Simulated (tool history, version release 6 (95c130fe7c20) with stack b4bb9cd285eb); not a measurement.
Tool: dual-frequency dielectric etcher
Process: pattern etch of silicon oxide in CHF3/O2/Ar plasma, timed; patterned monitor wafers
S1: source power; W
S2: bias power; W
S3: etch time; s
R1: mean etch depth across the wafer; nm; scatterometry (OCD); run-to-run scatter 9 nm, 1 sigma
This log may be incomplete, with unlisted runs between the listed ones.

| run | hour | S1 | S2 | S3 | R1 |
|---|---|---|---|---|---|
| 1 | 0.0 | 710 | 207 | 682.5 | 1718.9 |
| 2 | 6.8 | 770 | 210 | 682.5 | 1770.4 |
| 3 | 12.1 | 820 | 213 | 682.5 | 1812.2 |
| 4 | 16.8 | 820 | 213 | 682.5 | 1798.4 |
| 5 | 18.4 | 820 | 213 | 682.5 | 1813.1 |
| 6 | 23.3 | 820 | 184 | 682.5 | 1735.2 |
| 7 | 28.2 | 860 | 193 | 684.0 | 1763.5 |

Estimate the outcome of run 8 from the log above:
| 8 | 29.1 | 890 | 204 | 685.5 | ? |

Run 8 produced R1 1849.9 nm.

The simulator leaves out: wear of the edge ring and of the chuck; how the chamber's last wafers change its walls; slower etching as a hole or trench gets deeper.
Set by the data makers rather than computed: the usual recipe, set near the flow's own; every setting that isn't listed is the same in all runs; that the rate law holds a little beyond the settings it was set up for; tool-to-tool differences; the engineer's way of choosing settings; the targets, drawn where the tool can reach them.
